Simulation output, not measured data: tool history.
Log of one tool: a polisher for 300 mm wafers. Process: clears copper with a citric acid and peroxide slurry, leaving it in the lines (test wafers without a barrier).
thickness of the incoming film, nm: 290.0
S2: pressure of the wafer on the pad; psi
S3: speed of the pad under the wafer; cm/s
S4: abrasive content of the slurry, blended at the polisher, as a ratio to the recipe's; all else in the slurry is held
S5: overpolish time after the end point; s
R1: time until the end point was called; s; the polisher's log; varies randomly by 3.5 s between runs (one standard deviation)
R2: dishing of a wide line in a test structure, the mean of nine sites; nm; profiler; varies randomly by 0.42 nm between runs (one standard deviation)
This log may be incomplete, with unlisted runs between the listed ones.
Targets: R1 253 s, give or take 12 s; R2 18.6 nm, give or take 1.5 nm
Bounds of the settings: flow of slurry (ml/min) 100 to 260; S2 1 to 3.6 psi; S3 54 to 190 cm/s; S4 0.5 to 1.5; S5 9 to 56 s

{"run": 1, "day": 0.0, "flow of slurry (ml/min)": 165, "S2": 2.3, "S3": 122, "S4": 1, "S5": 29, "R1": 150.93, "R2": 25.11}
{"run": 2, "day": 0.092, "flow of slurry (ml/min)": 165, "S2": 2.3, "S3": 112, "S4": 1, "S5": 29, "R1": 163.21, "R2": 23.859}
{"run": 3, "day": 0.238, "flow of slurry (ml/min)": 140, "S2": 2.3, "S3": 112, "S4": 1, "S5": 29, "R1": 167.3, "R2": 24.771}
{"run": 4, "day": 0.529, "flow of slurry (ml/min)": 140, "S2": 2, "S3": 110, "S4": 1, "S5": 28, "R1": 195.51, "R2": 20.508}
{"run": 5, "day": 0.562, "flow of slurry (ml/min)": 140, "S2": 2, "S3": 110, "S4": 1.15, "S5": 28, "R1": 190.67, "R2": 21.652}
{"run": 6, "day": 0.704, "flow of slurry (ml/min)": 110, "S2": 2, "S3": 110, "S4": 1.15, "S5": 28, "R1": 192.77, "R2": 21.256}
{"run": 7, "day": 1.075, "flow of slurry (ml/min)": 110, "S2": 1.8, "S3": 110, "S4": 1.15, "S5": 29, "R1": 222.68, "R2": 20.957}
{"run": 8, "day": 1.175, "flow of slurry (ml/min)": 110, "S2": 1.7, "S3": 110, "S4": 1.15, "S5": 28, "R1": 227.28, "R2": 18.836}
{"run": 9, "day": 1.204, "flow of slurry (ml/min)": 110, "S2": 1.4, "S3": 106, "S4": 1.15, "S5": 33, "R1": 291.61, "R2": 19.081}
{"run": 10, "day": 1.538, "flow of slurry (ml/min)": 110, "S2": 1.5, "S3": 106, "S4": 1.15, "S5": 32, "R1": 271.55, "R2": 19.028}
{"run": 11, "day": 1.796, "flow of slurry (ml/min)": 110, "S2": 1.5, "S3": 106, "S4": 1.15, "S5": 31, "R1": 269.7, "R2": 19.042}
{"run": 12, "day": 1.867, "flow of slurry (ml/min)": 110, "S2": 1.5, "S3": 106, "S4": 1.15, "S5": 30, "R1": 267.82, "R2": 19.429}
{"run": 13, "day": 2.179, "flow of slurry (ml/min)": 110, "S2": 1.5, "S3": 106, "S4": 1.15, "S5": 29, "R1": 272.91, "R2": 17.438}

Next run, 5 choices. One meets every target within its allowed miss, the rest don't. Which?
{"run": "A", "day": 2.492, "flow of slurry (ml/min)": 125, "S2": 1.7, "S3": 88, "S4": 1.1, "S5": 33, "R1": "?", "R2": "?"}
{"run": "B", "day": 2.492, "flow of slurry (ml/min)": 100, "S2": 2, "S3": 76, "S4": 1.25, "S5": 40, "R1": "?", "R2": "?"}
{"run": "C", "day": 2.492, "flow of slurry (ml/min)": 180, "S2": 1.7, "S3": 76, "S4": 1.45, "S5": 27, "R1": "?", "R2": "?"}
{"run": "D", "day": 2.492, "flow of slurry (ml/min)": 120, "S2": 1.6, "S3": 120, "S4": 1.1, "S5": 26, "R1": "?", "R2": "?"}
{"run": "E", "day": 2.492, "flow of slurry (ml/min)": 110, "S2": 1.3, "S3": 136, "S4": 1.05, "S5": 29, "R1": "?", "R2": "?"}

move=A R1=283.2 R2=19.215
move=B R1=279.92 R2=21.992
move=C R1=292.9 R2=16.398
move=D R1=225.99 R2=18.945
move=E R1=250.21 R2=18.827
A: further off than the last run
B: further off than the last run
C: further off than the last run
D: moves the result that the last run missed by most past its target, out the other side
E: in spec on every target
Go with E: it meets all targets.
